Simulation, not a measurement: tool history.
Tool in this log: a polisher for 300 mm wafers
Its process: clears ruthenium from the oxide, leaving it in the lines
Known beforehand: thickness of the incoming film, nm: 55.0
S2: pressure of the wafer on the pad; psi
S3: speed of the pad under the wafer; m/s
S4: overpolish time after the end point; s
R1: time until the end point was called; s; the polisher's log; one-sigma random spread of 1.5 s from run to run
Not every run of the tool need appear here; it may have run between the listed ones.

Run 1, day 0: flow of slurry (ml/min) 255, S2 1.8 psi, S3 0.78 m/s, S4 42 s. Result: R1 68.048 s.
Run 2, day 0.212: flow of slurry (ml/min) 255, S2 1.7 psi, S3 0.78 m/s, S4 42 s. Result: R1 71.413 s.
Run 3, day 0.262: flow of slurry (ml/min) 255, S2 1.7 psi, S3 0.66 m/s, S4 42 s. Result: R1 85.249 s.
Run 4, day 0.312: flow of slurry (ml/min) 255, S2 1.7 psi, S3 0.66 m/s, S4 42 s. Result: R1 83.049 s.
Run 5, day 0.633: flow of slurry (ml/min) 255, S2 1.6 psi, S3 0.66 m/s, S4 42 s. Result: R1 89.761 s.
Run 6, day 0.796: flow of slurry (ml/min) 255, S2 1.9 psi, S3 0.66 m/s, S4 42 s. Result: R1 76.806 s.
Run 7, day 1.008: flow of slurry (ml/min) 255, S2 1.9 psi, S3 0.66 m/s, S4 42 s. Result: R1 75.409 s.
Run 8, day 1.371: flow of slurry (ml/min) 255, S2 1.8 psi, S3 0.66 m/s, S4 42 s. Result: R1 80.062 s.
Run 9, day 1.592: flow of slurry (ml/min) 255, S2 1.7 psi, S3 0.66 m/s, S4 42 s. Result: R1 84.166 s.

The next listed run, before its measurement:
Run 10, day 1.625: flow of slurry (ml/min) 255, S2 1.2 psi, S3 0.64 m/s, S4 42 s. Result: R1 ?.

R1: 116.98 s
